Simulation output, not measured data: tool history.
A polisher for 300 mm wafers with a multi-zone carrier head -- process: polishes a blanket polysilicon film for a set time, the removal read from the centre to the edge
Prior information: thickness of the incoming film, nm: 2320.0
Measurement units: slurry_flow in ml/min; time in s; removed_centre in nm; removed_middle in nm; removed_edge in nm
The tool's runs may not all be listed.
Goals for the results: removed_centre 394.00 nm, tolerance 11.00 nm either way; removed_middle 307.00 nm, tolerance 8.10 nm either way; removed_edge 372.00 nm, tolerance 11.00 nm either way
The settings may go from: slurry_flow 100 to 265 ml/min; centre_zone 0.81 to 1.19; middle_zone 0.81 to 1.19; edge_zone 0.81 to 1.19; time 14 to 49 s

run 1 hour=0.0 | slurry_flow=170 centre_zone=1.00 middle_zone=1.00 edge_zone=1.00 time=31 | removed_centre=237.68 removed_middle=231.20 removed_edge=238.50
run 2 hour=8.1 | slurry_flow=175 centre_zone=1.02 middle_zone=0.99 edge_zone=1.02 time=32 | removed_centre=249.97 removed_middle=236.78 removed_edge=249.85
run 3 hour=11.4 | slurry_flow=180 centre_zone=1.04 middle_zone=0.98 edge_zone=1.04 time=33 | removed_centre=262.62 removed_middle=243.09 removed_edge=259.71
run 4 hour=18.6 | slurry_flow=180 centre_zone=1.04 middle_zone=0.98 edge_zone=1.10 time=33 | removed_centre=265.23 removed_middle=242.80 removed_edge=266.62
run 5 hour=26.3 | slurry_flow=185 centre_zone=1.05 middle_zone=0.97 edge_zone=1.11 time=34 | removed_centre=273.75 removed_middle=253.39 removed_edge=278.86
run 6 hour=34.8 | slurry_flow=190 centre_zone=1.07 middle_zone=0.96 edge_zone=1.12 time=35 | removed_centre=287.89 removed_middle=253.40 removed_edge=287.88
run 7 hour=40.2 | slurry_flow=195 centre_zone=1.08 middle_zone=0.96 edge_zone=1.13 time=36 | removed_centre=298.30 removed_middle=264.04 removed_edge=303.23
run 8 hour=46.5 | slurry_flow=200 centre_zone=1.09 middle_zone=0.96 edge_zone=1.12 time=37 | removed_centre=311.87 removed_middle=273.41 removed_edge=305.45
run 9 hour=53.8 | slurry_flow=200 centre_zone=1.10 middle_zone=0.95 edge_zone=1.13 time=38 | removed_centre=321.89 removed_middle=277.26 removed_edge=316.10
run 10 hour=62.9 | slurry_flow=200 centre_zone=1.11 middle_zone=0.95 edge_zone=1.14 time=39 | removed_centre=332.74 removed_middle=285.54 removed_edge=329.97
run 11 hour=63.7 | slurry_flow=250 centre_zone=1.19 middle_zone=0.92 edge_zone=1.19 time=41 | removed_centre=392.09 removed_middle=296.56 removed_edge=360.20

Pick the move, out of 5, that brings all results within their allowed miss; only one does.
run A hour=64.5 | slurry_flow=255 centre_zone=1.19 middle_zone=0.88 edge_zone=1.18 time=41 | removed_centre=? removed_middle=? removed_edge=?
run B hour=64.5 | slurry_flow=265 centre_zone=1.19 middle_zone=0.82 edge_zone=1.11 time=44 | removed_centre=? removed_middle=? removed_edge=?
run C hour=64.5 | slurry_flow=250 centre_zone=1.19 middle_zone=0.88 edge_zone=1.15 time=41 | removed_centre=? removed_middle=? removed_edge=?
run D hour=64.5 | slurry_flow=240 centre_zone=1.19 middle_zone=0.88 edge_zone=1.14 time=42 | removed_centre=? removed_middle=? removed_edge=?
run E hour=64.5 | slurry_flow=240 centre_zone=1.10 middle_zone=0.85 edge_zone=1.07 time=45 | removed_centre=? removed_middle=? removed_edge=?

move=A removed_centre=388.08 removed_middle=286.96 removed_edge=357.07
move=B removed_centre=418.06 removed_middle=291.74 removed_edge=372.66
move=C removed_centre=387.22 removed_middle=286.40 removed_edge=351.79
move=D removed_centre=394.83 removed_middle=292.16 removed_edge=357.63
move=E removed_centre=390.75 removed_middle=304.39 removed_edge=371.21
A: further off than the last run
B: further off than the last run
C: further off than the last run
D: further off than the last run
E: every result within its allowed miss
E meets every target.
